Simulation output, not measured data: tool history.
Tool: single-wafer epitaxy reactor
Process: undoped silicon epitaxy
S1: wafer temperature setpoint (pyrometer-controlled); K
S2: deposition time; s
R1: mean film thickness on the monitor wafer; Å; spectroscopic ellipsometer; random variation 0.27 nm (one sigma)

Run 1, hour 0: S1 913.15 K, S2 521 s. Result: R1 723.32 Å.
Run 2, hour 3.8: S1 913.15 K, S2 585 s. Result: R1 803.78 Å.
Run 3, hour 5.4: S1 913.15 K, S2 619 s. Result: R1 854.79 Å.
Run 4, hour 13.3: S1 920.15 K, S2 619 s. Result: R1 987.91 Å.
Run 5, hour 21.6: S1 920.15 K, S2 660 s. Result: R1 1059.9 Å.
Run 6, hour 25.4: S1 927.15 K, S2 660 s. Result: R1 1227.8 Å.
Run 7, hour 31.6: S1 915.15 K, S2 651 s. Result: R1 939.02 Å.
Run 8, hour 39.6: S1 912.15 K, S2 650 s. Result: R1 868.96 Å.
Run 9, hour 44.2: S1 909.15 K, S2 649 s. Result: R1 824.33 Å.
Run 10, hour 45.5: S1 906.15 K, S2 648 s. Result: R1 767.65 Å.
Run 11, hour 54: S1 904.15 K, S2 648 s. Result: R1 736.95 Å.

The next listed run, before its measurement:
Run 12, hour 57.8: S1 902.15 K, S2 648 s. Result: R1 ?.

{"run 12": {"R1": 698.71}}
